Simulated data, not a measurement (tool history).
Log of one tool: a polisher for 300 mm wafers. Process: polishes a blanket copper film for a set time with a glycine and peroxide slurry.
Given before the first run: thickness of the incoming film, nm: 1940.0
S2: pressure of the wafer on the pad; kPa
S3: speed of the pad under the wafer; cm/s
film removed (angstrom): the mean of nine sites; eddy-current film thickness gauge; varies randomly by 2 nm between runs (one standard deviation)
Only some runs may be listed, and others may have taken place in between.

{"run": 1, "hour": 0.0, "flow of slurry (ml/min)": 215, "S2": 19.3, "S3": 108, "polishing time (s)": 48, "film removed (angstrom)": 2492.6}
{"run": 2, "hour": 6.3, "flow of slurry (ml/min)": 215, "S2": 22.1, "S3": 108, "polishing time (s)": 48, "film removed (angstrom)": 2756.3}
{"run": 3, "hour": 7.9, "flow of slurry (ml/min)": 215, "S2": 20.7, "S3": 108, "polishing time (s)": 48, "film removed (angstrom)": 2628}
{"run": 4, "hour": 16.0, "flow of slurry (ml/min)": 215, "S2": 24.8, "S3": 108, "polishing time (s)": 48, "film removed (angstrom)": 2978.7}
{"run": 5, "hour": 20.1, "flow of slurry (ml/min)": 215, "S2": 24.8, "S3": 120, "polishing time (s)": 48, "film removed (angstrom)": 3124.1}
{"run": 6, "hour": 24.9, "flow of slurry (ml/min)": 215, "S2": 21.4, "S3": 120, "polishing time (s)": 48, "film removed (angstrom)": 2854.4}
{"run": 7, "hour": 27.6, "flow of slurry (ml/min)": 215, "S2": 19.3, "S3": 118, "polishing time (s)": 48, "film removed (angstrom)": 2657}
{"run": 8, "hour": 28.7, "flow of slurry (ml/min)": 215, "S2": 17.9, "S3": 118, "polishing time (s)": 48, "film removed (angstrom)": 2492.7}
{"run": 9, "hour": 30.4, "flow of slurry (ml/min)": 215, "S2": 17.2, "S3": 118, "polishing time (s)": 48, "film removed (angstrom)": 2451.1}
{"run": 10, "hour": 34.4, "flow of slurry (ml/min)": 215, "S2": 16.5, "S3": 118, "polishing time (s)": 48, "film removed (angstrom)": 2379.6}

Forecast run 11:
{"run": 11, "hour": 43.0, "flow of slurry (ml/min)": 215, "S2": 15.9, "S3": 118, "polishing time (s)": 48, "film removed (angstrom)": "?"}

film removed (angstrom): 2357.2
